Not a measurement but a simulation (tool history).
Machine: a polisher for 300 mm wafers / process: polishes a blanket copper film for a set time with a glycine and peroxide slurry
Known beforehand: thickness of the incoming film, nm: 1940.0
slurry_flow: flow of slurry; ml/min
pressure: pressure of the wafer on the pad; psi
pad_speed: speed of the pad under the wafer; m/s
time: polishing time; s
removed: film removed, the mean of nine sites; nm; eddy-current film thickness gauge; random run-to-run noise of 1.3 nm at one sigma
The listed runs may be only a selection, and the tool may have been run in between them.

run 1 hour=0.0 | slurry_flow=145 pressure=1.8 pad_speed=0.98 time=66 | removed=183.65
run 2 hour=6.1 | slurry_flow=145 pressure=1.8 pad_speed=1.16 time=66 | removed=211.78
run 3 hour=8.0 | slurry_flow=140 pressure=1.7 pad_speed=1.16 time=66 | removed=202.66
run 4 hour=15.7 | slurry_flow=135 pressure=1.6 pad_speed=1.16 time=66 | removed=194.53
run 5 hour=19.3 | slurry_flow=130 pressure=1.5 pad_speed=1.16 time=66 | removed=186.31
run 6 hour=24.1 | slurry_flow=130 pressure=1.5 pad_speed=1.32 time=66 | removed=208.28
-- hour=30.3 worn pad replaced by a new one
run 7 hour=30.3 | slurry_flow=125 pressure=1.4 pad_speed=1.32 time=66 | removed=219.06
run 8 hour=31.5 | slurry_flow=125 pressure=1.3 pad_speed=1.28 time=66 | removed=205.47
run 9 hour=37.5 | slurry_flow=120 pressure=1.2 pad_speed=1.24 time=66 | removed=192.67

Run 10 comes next. What will it give?
run 10 hour=40.0 | slurry_flow=120 pressure=1.1 pad_speed=1.22 time=66 | removed=?

{"run 10": {"removed": 184.22}}

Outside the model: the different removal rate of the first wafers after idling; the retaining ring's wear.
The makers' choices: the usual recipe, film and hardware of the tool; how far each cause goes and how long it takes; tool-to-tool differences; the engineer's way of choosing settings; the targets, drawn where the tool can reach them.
